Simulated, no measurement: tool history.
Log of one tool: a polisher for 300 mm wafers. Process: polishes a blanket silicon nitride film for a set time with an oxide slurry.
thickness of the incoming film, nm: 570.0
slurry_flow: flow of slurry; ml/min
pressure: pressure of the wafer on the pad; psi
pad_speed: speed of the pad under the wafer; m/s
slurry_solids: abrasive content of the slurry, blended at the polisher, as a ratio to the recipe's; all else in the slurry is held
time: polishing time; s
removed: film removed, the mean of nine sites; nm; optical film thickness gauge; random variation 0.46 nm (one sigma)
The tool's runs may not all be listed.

run	hour	slurry_flow	pressure	pad_speed	slurry_solids	time	removed
1	0	150	4.6	1.02	1	107	91.982
2	0.7	125	4.6	1.02	1	107	90.187
3	3.8	125	3.8	0.88	1	107	67.182
4	6.3	125	3.3	0.8	1	107	53.585
5	9.9	125	2.9	0.78	1	107	45.503
6	17.2	125	2.7	0.78	1	107	44.175
7	23.5	125	2.5	0.78	1	107	40.777
8	29.1	125	2.4	0.78	1	107	39.498
9	31.8	120	2.1	0.76	1	107	33.151
10	40.1	125	2.1	0.76	1	107	33.697

Forecast run 11:
11	40.7	140	2.4	0.76	1	107	?

Run 11 gave removed 39.616 nm.
